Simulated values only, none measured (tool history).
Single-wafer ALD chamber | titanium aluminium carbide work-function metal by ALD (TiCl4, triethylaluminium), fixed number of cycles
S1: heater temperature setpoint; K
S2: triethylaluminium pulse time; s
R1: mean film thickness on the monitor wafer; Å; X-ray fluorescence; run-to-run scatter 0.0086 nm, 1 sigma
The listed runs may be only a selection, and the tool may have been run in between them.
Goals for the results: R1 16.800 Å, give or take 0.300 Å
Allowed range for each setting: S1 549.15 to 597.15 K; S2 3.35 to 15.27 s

{"run": 1, "hour": 0.0, "S1": 573.15, "S2": 9.31, "R1": 18.641}
{"run": 2, "hour": 4.3, "S1": 581.15, "S2": 9.31, "R1": 19.814}
{"run": 3, "hour": 7.9, "S1": 578.15, "S2": 9.15, "R1": 19.458}
{"run": 4, "hour": 10.7, "S1": 575.15, "S2": 8.99, "R1": 18.93}
{"run": 5, "hour": 13.3, "S1": 573.15, "S2": 8.86, "R1": 18.702}
{"run": 6, "hour": 17.0, "S1": 571.15, "S2": 8.72, "R1": 18.373}
{"run": 7, "hour": 17.7, "S1": 569.15, "S2": 8.62, "R1": 18.211}
{"run": 8, "hour": 23.8, "S1": 567.15, "S2": 8.5, "R1": 18.1}
{"run": 9, "hour": 30.7, "S1": 565.15, "S2": 8.36, "R1": 17.652}
{"run": 10, "hour": 39.1, "S1": 564.15, "S2": 8.3, "R1": 17.618}
{"run": 11, "hour": 42.5, "S1": 563.15, "S2": 8.23, "R1": 17.496}
{"run": 12, "hour": 49.3, "S1": 562.15, "S2": 8.17, "R1": 17.198}
{"run": 13, "hour": 56.4, "S1": 562.15, "S2": 8.14, "R1": 17.336}
{"run": 14, "hour": 59.4, "S1": 561.15, "S2": 8.1, "R1": 17.278}
{"run": 15, "hour": 65.7, "S1": 560.15, "S2": 8.06, "R1": 17.014}
{"run": 16, "hour": 66.8, "S1": 560.15, "S2": 8.05, "R1": 17.178}
{"run": 17, "hour": 69.0, "S1": 560.15, "S2": 8.02, "R1": 17.2}

Exactly one of the 5 candidate moves below puts every result within its allowed miss. Which one?
{"run": "A", "hour": 71.2, "S1": 564.15, "S2": 6.83, "R1": "?"}
{"run": "B", "hour": 71.2, "S1": 569.15, "S2": 9.14, "R1": "?"}
{"run": "C", "hour": 71.2, "S1": 575.15, "S2": 7.47, "R1": "?"}
{"run": "D", "hour": 71.2, "S1": 565.15, "S2": 8.03, "R1": "?"}
{"run": "E", "hour": 71.2, "S1": 557.15, "S2": 9.64, "R1": "?"}

move=A R1=16.588
move=B R1=18.300
move=C R1=18.028
move=D R1=17.471
move=E R1=17.344
A: meets every target
B: lands further from the targets than the last run did
C: lands further from the targets than the last run did
D: lands further from the targets than the last run did
E: lands further from the targets than the last run did
A is the move that brings every result within its allowed miss.
